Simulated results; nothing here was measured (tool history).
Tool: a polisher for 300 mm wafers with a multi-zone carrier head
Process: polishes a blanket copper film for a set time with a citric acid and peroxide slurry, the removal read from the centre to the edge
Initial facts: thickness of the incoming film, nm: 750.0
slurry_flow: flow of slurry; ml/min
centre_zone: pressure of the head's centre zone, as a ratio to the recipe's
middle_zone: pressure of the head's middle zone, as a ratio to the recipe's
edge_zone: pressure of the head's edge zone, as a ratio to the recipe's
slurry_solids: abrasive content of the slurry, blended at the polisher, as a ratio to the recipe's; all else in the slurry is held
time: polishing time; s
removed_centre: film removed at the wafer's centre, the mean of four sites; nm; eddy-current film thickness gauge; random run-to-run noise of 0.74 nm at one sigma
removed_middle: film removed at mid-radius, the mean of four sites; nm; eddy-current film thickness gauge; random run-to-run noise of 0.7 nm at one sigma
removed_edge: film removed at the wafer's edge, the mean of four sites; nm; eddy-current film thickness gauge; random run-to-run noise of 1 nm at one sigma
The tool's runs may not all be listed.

Run 1, day 0: slurry_flow 215 ml/min, centre_zone 1, middle_zone 1, edge_zone 1, slurry_solids 1, time 69 s. Result: removed_centre 94.972 nm, removed_middle 96.817 nm, removed_edge 96.128 nm.
Run 2, day 0.183: slurry_flow 215 ml/min, centre_zone 1, middle_zone 1, edge_zone 0.97, slurry_solids 1, time 69 s. Result: removed_centre 93.7 nm, removed_middle 97.603 nm, removed_edge 94.472 nm.
Run 3, day 0.362: slurry_flow 215 ml/min, centre_zone 1, middle_zone 1, edge_zone 0.97, slurry_solids 1, time 54 s. Result: removed_centre 74.34 nm, removed_middle 77.084 nm, removed_edge 73.681 nm.
Run 4, day 0.721: slurry_flow 215 ml/min, centre_zone 1.04, middle_zone 1, edge_zone 0.97, slurry_solids 1, time 54 s. Result: removed_centre 75.95 nm, removed_middle 76.615 nm, removed_edge 73.877 nm.
Run 5, day 0.9: slurry_flow 230 ml/min, centre_zone 1.07, middle_zone 1.02, edge_zone 0.95, slurry_solids 1, time 54 s. Result: removed_centre 79.489 nm, removed_middle 77.484 nm, removed_edge 72.864 nm.
Run 6, day 1.162: slurry_flow 230 ml/min, centre_zone 1.07, middle_zone 1.02, edge_zone 1.03, slurry_solids 1, time 54 s. Result: removed_centre 81.061 nm, removed_middle 77.034 nm, removed_edge 74.153 nm.
Run 7, day 1.488: slurry_flow 240 ml/min, centre_zone 1.07, middle_zone 1.04, edge_zone 1.03, slurry_solids 1, time 54 s. Result: removed_centre 79.244 nm, removed_middle 78.261 nm, removed_edge 76.532 nm.

Run 8 comes next. What will it give?
Run 8, day 1.812: slurry_flow 205 ml/min, centre_zone 1.16, middle_zone 1.13, edge_zone 0.93, slurry_solids 1.1, time 55 s. Result: removed_centre ?, removed_middle ?, removed_edge ?.

removed_centre: 88.097 nm
removed_middle: 84.794 nm
removed_edge: 72.252 nm
